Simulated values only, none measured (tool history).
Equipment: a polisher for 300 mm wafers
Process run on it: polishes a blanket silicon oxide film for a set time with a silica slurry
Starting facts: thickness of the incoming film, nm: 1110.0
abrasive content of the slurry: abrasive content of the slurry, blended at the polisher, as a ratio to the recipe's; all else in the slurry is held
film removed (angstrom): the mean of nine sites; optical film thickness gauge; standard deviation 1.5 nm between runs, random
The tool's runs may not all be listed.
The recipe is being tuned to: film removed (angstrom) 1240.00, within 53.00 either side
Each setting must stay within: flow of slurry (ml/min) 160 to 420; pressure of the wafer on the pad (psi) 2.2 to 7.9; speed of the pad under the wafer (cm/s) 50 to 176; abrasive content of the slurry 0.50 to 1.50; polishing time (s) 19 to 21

run,hour,flow of slurry (ml/min),pressure of the wafer on the pad (psi),speed of the pad under the wafer (cm/s),abrasive content of the slurry,polishing time (s),film removed (angstrom)
1,0.0,270,5.0,112,1.00,21,955.63
2,2.1,270,5.0,112,1.00,21,950.25
3,9.1,270,5.2,112,1.00,21,1001.80
4,13.2,270,5.2,112,0.85,21,860.48
5,21.1,270,3.9,112,0.85,21,665.02
6,25.4,270,3.9,132,0.85,21,752.00
# hour 32.3: slurry nozzle cleaned
7,32.3,270,3.9,132,0.85,21,757.42
8,39.6,270,4.3,132,0.85,21,847.18
9,41.6,270,4.6,132,0.85,21,873.71
10,47.2,270,4.9,132,0.85,21,924.45
11,55.5,270,5.1,132,0.85,21,949.92

Below are 4 possible settings for the next run. Only one of them brings all results inside the allowed miss of their targets. Which is it?
A,63.8,250,5.7,132,0.90,21,?
B,63.8,330,5.8,142,0.80,21,?
C,63.8,355,5.4,166,0.85,21,?
D,63.8,285,5.0,112,0.70,19,?

move,film removed (angstrom)
A,1126.00
B,1109.60
C,1219.60
D,647.68
A: an improvement on the last run, though not all results are within tolerance
B: an improvement on the last run, though not all results are within tolerance
C: every result within its allowed miss
D: misses by more than the last run did
So the answer is move C, the one that meets all the targets.
